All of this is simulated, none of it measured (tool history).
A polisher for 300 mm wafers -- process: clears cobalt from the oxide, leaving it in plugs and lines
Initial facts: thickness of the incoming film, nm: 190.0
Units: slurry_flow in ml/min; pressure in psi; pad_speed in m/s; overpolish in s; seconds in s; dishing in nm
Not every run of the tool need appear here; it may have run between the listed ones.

Run 1, hour 0: slurry_flow 145 ml/min, pressure 1.6 psi, pad_speed 1.02 m/s, overpolish 15 s. Result: seconds 41.451 s, dishing 48.011 nm.
Run 2, hour 2.2: slurry_flow 145 ml/min, pressure 1.6 psi, pad_speed 0.88 m/s, overpolish 15 s. Result: seconds 47.409 s, dishing 44.306 nm.
Run 3, hour 4.1: slurry_flow 145 ml/min, pressure 1.6 psi, pad_speed 0.88 m/s, overpolish 16 s. Result: seconds 46.542 s, dishing 45.121 nm.
Run 4, hour 12.8: slurry_flow 145 ml/min, pressure 1.6 psi, pad_speed 0.64 m/s, overpolish 16 s. Result: seconds 63.726 s, dishing 39.263 nm.
Run 5, hour 14: slurry_flow 145 ml/min, pressure 1.6 psi, pad_speed 0.64 m/s, overpolish 10 s. Result: seconds 62.606 s, dishing 26.472 nm.
Run 6, hour 19.2: slurry_flow 145 ml/min, pressure 1.6 psi, pad_speed 0.64 m/s, overpolish 12 s. Result: seconds 62.132 s, dishing 28.332 nm.
Run 7, hour 22.6: slurry_flow 145 ml/min, pressure 1.6 psi, pad_speed 0.64 m/s, overpolish 14 s. Result: seconds 63.255 s, dishing 33.63 nm.

Run 8 is up next; what results do you expect?
Run 8, hour 24.8: slurry_flow 145 ml/min, pressure 1.6 psi, pad_speed 0.64 m/s, overpolish 15 s. Result: seconds ?, dishing ?.

{"run 8": {"seconds": 63.275, "dishing": 35.018}}

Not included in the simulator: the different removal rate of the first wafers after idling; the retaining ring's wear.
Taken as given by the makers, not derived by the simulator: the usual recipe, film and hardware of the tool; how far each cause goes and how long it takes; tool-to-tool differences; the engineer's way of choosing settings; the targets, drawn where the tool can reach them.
